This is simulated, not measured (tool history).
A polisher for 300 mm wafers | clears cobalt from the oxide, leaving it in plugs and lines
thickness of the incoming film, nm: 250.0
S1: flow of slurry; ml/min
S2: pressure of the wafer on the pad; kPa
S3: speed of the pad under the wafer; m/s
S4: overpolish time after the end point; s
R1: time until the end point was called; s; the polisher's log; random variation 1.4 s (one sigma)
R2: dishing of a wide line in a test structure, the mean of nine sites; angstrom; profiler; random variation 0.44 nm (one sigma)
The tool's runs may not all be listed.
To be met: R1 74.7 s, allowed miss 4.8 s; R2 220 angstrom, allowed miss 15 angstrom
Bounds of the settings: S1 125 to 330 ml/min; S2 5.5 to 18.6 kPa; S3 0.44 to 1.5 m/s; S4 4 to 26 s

| run | hour | S1 | S2 | S3 | S4 | R1 | R2 |
|---|---|---|---|---|---|---|---|
| 1 | 0 | 210 | 11.7 | 0.96 | 13 | 77.343 | 262.32 |
| 2 | 6.9 | 210 | 11.7 | 0.96 | 12 | 78.328 | 260.77 |
| 3 | 15.1 | 210 | 11.7 | 0.96 | 15 | 78.8 | 298.66 |
| 4 | 21.7 | 210 | 11.7 | 0.96 | 13 | 78.904 | 275.75 |
| 5 | 28.1 | 255 | 11.7 | 0.96 | 13 | 76.631 | 275.77 |
| 6 | 34.2 | 255 | 11.7 | 0.82 | 13 | 90.993 | 248.61 |
| 7 | 43.2 | 255 | 12.4 | 0.82 | 11 | 85.465 | 234.92 |
| 8 | 51.8 | 255 | 13.1 | 0.82 | 10 | 80.594 | 222.76 |

Which of these 4 next moves meets every target?
| A | 60.4 | 230 | 11.7 | 0.76 | 13 | ? | ? |
| B | 60.4 | 280 | 16.5 | 0.68 | 8 | ? | ? |
| C | 60.4 | 250 | 11.7 | 0.88 | 8 | ? | ? |
| D | 60.4 | 315 | 13.1 | 0.86 | 9 | ? | ? |

| move | R1 | R2 |
|---|---|---|
| A | 94.392 | 235.42 |
| B | 72.754 | 197.42 |
| C | 80.814 | 181.4 |
| D | 71.721 | 219.02 |
A: further off than the last run
B: brings the result that was furthest off to its target, and leaves another outside
C: further off than the last run
D: meets every target
The right move is D.
